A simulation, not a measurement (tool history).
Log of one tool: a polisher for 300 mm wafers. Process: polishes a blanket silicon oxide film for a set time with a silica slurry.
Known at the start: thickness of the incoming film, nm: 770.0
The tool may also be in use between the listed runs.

| run | hour | flow of slurry (ml/min) | pressure of the wafer on the pad (psi) | speed of the pad under the wafer (m/s) | abrasive content of the slurry | polishing time (s) | film removed (nm) |
|---|---|---|---|---|---|---|---|
| 1 | 0.0 | 225 | 3.0 | 1.48 | 1.00 | 41 | 93.481 |
| 2 | 4.2 | 225 | 3.0 | 1.48 | 1.15 | 41 | 96.935 |
| 3 | 9.5 | 225 | 2.7 | 1.48 | 1.15 | 41 | 86.983 |
| 4 | 14.5 | 225 | 2.7 | 1.48 | 1.35 | 41 | 91.372 |
| 5 | 16.3 | 225 | 2.7 | 1.48 | 1.50 | 41 | 94.275 |
|  | 21.2 | worn pad replaced by a new one |
| 6 | 21.2 | 225 | 2.6 | 1.48 | 1.50 | 41 | 103.200 |
| 7 | 23.8 | 225 | 2.4 | 1.48 | 1.50 | 41 | 93.545 |

Run 8 comes next. What will it give?
| 8 | 24.7 | 225 | 2.3 | 1.48 | 1.50 | 41 | ? |

{"run 8": {"film removed (nm)": 91.263}}
